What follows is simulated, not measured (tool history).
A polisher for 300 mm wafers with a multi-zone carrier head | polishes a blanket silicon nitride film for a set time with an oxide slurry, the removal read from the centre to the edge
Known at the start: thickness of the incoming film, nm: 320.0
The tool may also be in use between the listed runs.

run	day	flow of slurry (ml/min)	pressure of the head's centre zone	pressure of the head's middle zone	pressure of the head's edge zone	abrasive content of the slurry	polishing time (s)	film removed at the wafer's centre (angstrom)	film removed at mid-radius (angstrom)	film removed at the wafer's edge (angstrom)
1	0.000	255	1.00	1.00	1.00	1.00	54	303.27	308.19	320.40
2	0.121	255	1.00	1.00	0.95	1.00	54	307.05	299.36	311.58
3	0.271	260	1.01	0.98	1.00	1.05	54	315.68	300.12	324.46
4	0.471	265	1.01	0.98	1.04	1.10	54	322.55	304.82	336.52
5	0.833	265	1.00	0.99	1.07	1.15	54	317.86	310.99	339.07
6	0.962	265	0.99	0.99	1.09	1.25	54	328.95	320.62	358.91
7	1.283	270	0.99	0.99	1.11	1.30	54	329.53	325.07	359.15

The next listed run, before its measurement:
8	1.467	270	0.99	0.99	1.12	1.35	54	?	?	?

{"run 8": {"film removed at the wafer's centre (angstrom)": 332.44, "film removed at mid-radius (angstrom)": 324.85, "film removed at the wafer's edge (angstrom)": 363.95}}
